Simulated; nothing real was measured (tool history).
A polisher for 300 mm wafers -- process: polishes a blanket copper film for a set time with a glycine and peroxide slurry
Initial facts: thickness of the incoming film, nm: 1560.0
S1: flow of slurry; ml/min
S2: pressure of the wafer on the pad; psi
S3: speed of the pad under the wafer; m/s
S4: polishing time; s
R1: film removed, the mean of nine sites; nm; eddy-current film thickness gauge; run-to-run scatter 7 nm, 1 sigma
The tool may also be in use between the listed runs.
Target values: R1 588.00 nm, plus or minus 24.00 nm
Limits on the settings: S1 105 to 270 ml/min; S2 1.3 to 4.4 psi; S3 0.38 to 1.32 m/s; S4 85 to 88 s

| run | hour | S1 | S2 | S3 | S4 | R1 |
|---|---|---|---|---|---|---|
| 1 | 0.0 | 175 | 2.8 | 0.84 | 85 | 406.30 |
| 2 | 3.1 | 175 | 2.2 | 0.84 | 85 | 332.21 |
| 3 | 5.1 | 175 | 2.5 | 0.84 | 85 | 373.00 |
| 4 | 9.0 | 145 | 2.5 | 0.84 | 85 | 354.21 |
| 5 | 16.0 | 145 | 2.5 | 0.72 | 85 | 323.38 |
| 6 | 17.5 | 175 | 2.5 | 0.72 | 85 | 332.67 |
| 7 | 21.7 | 180 | 2.8 | 0.72 | 85 | 347.59 |
| 8 | 24.2 | 180 | 3.1 | 0.76 | 85 | 400.37 |
| 9 | 32.4 | 180 | 3.4 | 0.76 | 85 | 438.23 |
| 10 | 40.5 | 180 | 3.6 | 0.76 | 85 | 458.14 |
| 11 | 45.4 | 180 | 3.8 | 0.76 | 85 | 470.72 |
| 12 | 47.3 | 185 | 3.9 | 0.78 | 85 | 494.84 |
| 13 | 50.6 | 185 | 4.0 | 0.80 | 85 | 524.60 |
| 14 | 51.8 | 185 | 4.1 | 0.80 | 85 | 531.94 |

Which single option among these 5 for the next run brings every result within its allowed miss of target? Just one does.
| A | 53.0 | 175 | 4.4 | 0.72 | 88 | ? |
| B | 53.0 | 185 | 4.4 | 0.90 | 88 | ? |
| C | 53.0 | 215 | 4.1 | 0.84 | 87 | ? |
| D | 53.0 | 190 | 3.4 | 0.98 | 85 | ? |
| E | 53.0 | 155 | 4.0 | 0.74 | 85 | ? |

| move | R1 |
|---|---|
| A | 525.59 |
| B | 642.00 |
| C | 575.06 |
| D | 536.77 |
| E | 469.33 |
A: lands further from the targets than the last run did
B: pushes the last run's worst result past its target
C: meets every target
D: nearer the targets than the last run, but a result is still out of spec
E: lands further from the targets than the last run did
Go with C: it meets all targets.
